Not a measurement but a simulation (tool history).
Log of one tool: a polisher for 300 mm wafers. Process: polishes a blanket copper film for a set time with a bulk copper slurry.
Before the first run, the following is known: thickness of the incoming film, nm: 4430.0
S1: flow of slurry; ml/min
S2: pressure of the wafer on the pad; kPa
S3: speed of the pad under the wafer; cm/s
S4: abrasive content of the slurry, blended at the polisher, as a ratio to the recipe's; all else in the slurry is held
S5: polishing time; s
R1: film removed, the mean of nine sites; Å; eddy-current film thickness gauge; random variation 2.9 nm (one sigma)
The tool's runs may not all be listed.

| run | hour | S1 | S2 | S3 | S4 | S5 | R1 |
|---|---|---|---|---|---|---|---|
| 1 | 0 | 135 | 20.7 | 94 | 1 | 59 | 4685 |
| 2 | 2.7 | 135 | 20.7 | 94 | 0.9 | 59 | 4709.9 |
| 3 | 9.5 | 135 | 20.7 | 94 | 0.9 | 59 | 4660.9 |
| 4 | 16 | 135 | 20.7 | 94 | 0.9 | 62 | 4908.3 |
| 5 | 17.6 | 135 | 19.3 | 92 | 0.9 | 62 | 4607.3 |
| 6 | 23.1 | 135 | 17.9 | 88 | 0.9 | 62 | 4176.4 |
| 7 | 30.5 | 135 | 16.5 | 84 | 0.9 | 62 | 3862.1 |
| 8 | 38.8 | 135 | 15.9 | 80 | 0.9 | 62 | 3605.3 |
| 9 | 44.8 | 135 | 15.2 | 78 | 0.9 | 62 | 3483.3 |
| 10 | 46.9 | 135 | 14.5 | 76 | 0.9 | 62 | 3235.2 |

What does the tool deliver on the next run?
| 11 | 52.4 | 135 | 13.8 | 74 | 0.9 | 62 | ? |

R1: 3059.9 Å
